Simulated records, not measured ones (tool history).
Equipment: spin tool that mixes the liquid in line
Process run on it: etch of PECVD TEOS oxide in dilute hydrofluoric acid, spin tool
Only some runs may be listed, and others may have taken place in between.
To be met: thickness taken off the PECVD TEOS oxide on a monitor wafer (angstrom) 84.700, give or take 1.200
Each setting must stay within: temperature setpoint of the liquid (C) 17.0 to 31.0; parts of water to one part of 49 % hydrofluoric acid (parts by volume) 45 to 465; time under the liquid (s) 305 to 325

run	hour	temperature setpoint of the liquid (C)	parts of water to one part of 49 % hydrofluoric acid (parts by volume)	time under the liquid (s)	thickness taken off the PECVD TEOS oxide on a monitor wafer (angstrom)
1	0.0	23.0	255	305	147.110
2	1.2	23.0	350	305	97.738
3	10.1	23.0	350	305	97.979
4	16.6	22.5	350	305	96.018
5	17.7	22.5	390	305	83.341
6	24.4	22.5	425	305	74.272
7	29.8	23.5	425	305	76.714
8	35.7	24.0	425	305	77.686
9	42.1	24.5	425	305	78.961

5 next moves are on the table. One of them brings every result within its allowed miss. Which?
A	48.5	25.5	440	325	?
B	48.5	22.5	385	315	?
C	48.5	24.5	425	325	?
D	48.5	24.5	435	310	?
E	48.5	21.5	385	305	?

move	thickness taken off the PECVD TEOS oxide on a monitor wafer (angstrom)
A	83.244
B	87.785
C	84.602
D	78.149
E	82.155
A: closer than the last run, but not yet in spec
B: moves the result that the last run missed by most past its target, out the other side
C: each result inside its tolerance
D: the biggest miss grows against the last run
E: closer than the last run, but not yet in spec
The move that meets every target is C.
